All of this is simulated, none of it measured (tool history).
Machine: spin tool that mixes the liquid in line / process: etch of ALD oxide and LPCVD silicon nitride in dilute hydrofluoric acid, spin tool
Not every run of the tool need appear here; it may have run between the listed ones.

run    day  temperature setpoint of the liquid (°C)  parts of water to one part of 49 % hydrofluoric acid (parts by volume)  time under the liquid (s)  thickness taken off the ALD oxide on a monitor wafer (Å)  thickness taken off the LPCVD silicon nitride on a monitor wafer (Å)
  1  0.000                                     23.0                                                                     190                        180                                                    157.23                                                                4.2186
  2  0.146                                     24.5                                                                     185                        180                                                    171.83                                                                5.1135
  3  0.308                                     24.5                                                                     175                        180                                                    182.56                                                                4.8518
  4  0.412                                     24.5                                                                     215                        180                                                    143.23                                                                3.6897
  5  0.533                                     24.5                                                                     215                        205                                                    161.64                                                                4.5426
  6  0.758                                     26.0                                                                     210                        205                                                    175.95                                                                5.3062
  7  1.062                                     26.0                                                                     205                        205                                                    181.21                                                                4.8775
  8  1.317                                     27.0                                                                     205                        205                                                    187.74                                                                5.2397
  9  1.662                                     28.0                                                                     205                        205                                                    196.29                                                                5.9122
 10  1.746                                     28.0                                                                     200                        205                                                    199.73                                                                6.1843
 11  1.908                                     27.5                                                                     195                        205                                                    204.84                                                                5.8878

Predict the results of run 12:
 12  1.958                                     27.0                                                                     190                        205                                                         ?                                                                     ?

Run 12 yielded thickness taken off the ALD oxide on a monitor wafer (Å) 205.19, thickness taken off the LPCVD silicon nitride on a monitor wafer (Å) 7.0631.

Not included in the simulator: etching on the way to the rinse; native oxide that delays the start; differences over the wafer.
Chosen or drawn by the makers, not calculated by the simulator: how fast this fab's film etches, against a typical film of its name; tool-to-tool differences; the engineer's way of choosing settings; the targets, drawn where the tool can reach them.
